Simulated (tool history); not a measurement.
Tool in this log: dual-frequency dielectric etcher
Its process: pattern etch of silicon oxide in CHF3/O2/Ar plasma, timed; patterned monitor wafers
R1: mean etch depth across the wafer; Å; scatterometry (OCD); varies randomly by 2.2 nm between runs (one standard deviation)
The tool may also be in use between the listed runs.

run 1 hour=0.0 | source_power_(W)=650 bias_power_(W)=155 etch_time_(s)=257.0 | R1=4983.4
run 2 hour=5.3 | source_power_(W)=620 bias_power_(W)=154 etch_time_(s)=257.0 | R1=4905.7
run 3 hour=10.4 | source_power_(W)=620 bias_power_(W)=167 etch_time_(s)=257.0 | R1=5049.8
run 4 hour=15.5 | source_power_(W)=620 bias_power_(W)=176 etch_time_(s)=257.0 | R1=5113.8
run 5 hour=17.0 | source_power_(W)=620 bias_power_(W)=176 etch_time_(s)=257.0 | R1=5047.1
run 6 hour=23.2 | source_power_(W)=540 bias_power_(W)=176 etch_time_(s)=257.0 | R1=4863.6
run 7 hour=31.7 | source_power_(W)=520 bias_power_(W)=173 etch_time_(s)=256.5 | R1=4733.1
run 8 hour=36.3 | source_power_(W)=500 bias_power_(W)=172 etch_time_(s)=256.5 | R1=4675.1
run 9 hour=42.5 | source_power_(W)=480 bias_power_(W)=171 etch_time_(s)=256.5 | R1=4558.7
run 10 hour=49.6 | source_power_(W)=470 bias_power_(W)=171 etch_time_(s)=256.5 | R1=4534.4

Run 11 has not been measured yet. What should we expect?
run 11 hour=51.8 | source_power_(W)=460 bias_power_(W)=171 etch_time_(s)=256.5 | R1=?

{"run 11": {"R1": 4506.6}}
